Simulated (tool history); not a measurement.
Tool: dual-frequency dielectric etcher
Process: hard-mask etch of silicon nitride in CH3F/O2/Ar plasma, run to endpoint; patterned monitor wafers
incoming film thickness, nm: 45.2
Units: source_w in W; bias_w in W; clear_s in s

run	hour	source_w	bias_w	clear_s
1	0	490	56	62.175
2	7.5	490	61	61.154
3	15.9	410	61	67.386
4	22.2	460	62	62.967
5	26.6	390	62	69.383
6	34.2	390	71	67.212

For run 7, what comes out?
7	36.6	440	72	?

Run 7 gave clear_s 63.044 s.

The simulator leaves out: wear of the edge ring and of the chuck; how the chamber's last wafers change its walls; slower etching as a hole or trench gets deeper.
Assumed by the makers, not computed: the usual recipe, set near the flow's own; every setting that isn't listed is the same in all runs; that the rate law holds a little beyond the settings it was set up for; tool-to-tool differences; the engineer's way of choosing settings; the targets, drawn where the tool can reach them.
